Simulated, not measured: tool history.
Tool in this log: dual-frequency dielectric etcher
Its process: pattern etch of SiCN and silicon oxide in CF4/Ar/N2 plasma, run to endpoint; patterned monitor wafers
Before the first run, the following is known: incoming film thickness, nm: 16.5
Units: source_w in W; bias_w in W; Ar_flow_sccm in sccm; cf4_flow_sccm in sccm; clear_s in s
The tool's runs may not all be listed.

run 1 day=0 | source_w=590 bias_w=69 Ar_flow_sccm=123 cf4_flow_sccm=60 | clear_s=16.214
run 2 day=0.246 | source_w=590 bias_w=65 Ar_flow_sccm=123 cf4_flow_sccm=60 | clear_s=16.306
run 3 day=0.338 | source_w=590 bias_w=75 Ar_flow_sccm=123 cf4_flow_sccm=60 | clear_s=15.758
run 4 day=0.679 | source_w=650 bias_w=75 Ar_flow_sccm=123 cf4_flow_sccm=60 | clear_s=14.606
run 5 day=0.733 | source_w=610 bias_w=75 Ar_flow_sccm=123 cf4_flow_sccm=60 | clear_s=15.413
run 6 day=1.062 | source_w=580 bias_w=75 Ar_flow_sccm=123 cf4_flow_sccm=60 | clear_s=16.108

What does the tool deliver on the next run?
run 7 day=1.196 | source_w=550 bias_w=75 Ar_flow_sccm=123 cf4_flow_sccm=60 | clear_s=?

Logged for run 7: clear_s 16.827 s.

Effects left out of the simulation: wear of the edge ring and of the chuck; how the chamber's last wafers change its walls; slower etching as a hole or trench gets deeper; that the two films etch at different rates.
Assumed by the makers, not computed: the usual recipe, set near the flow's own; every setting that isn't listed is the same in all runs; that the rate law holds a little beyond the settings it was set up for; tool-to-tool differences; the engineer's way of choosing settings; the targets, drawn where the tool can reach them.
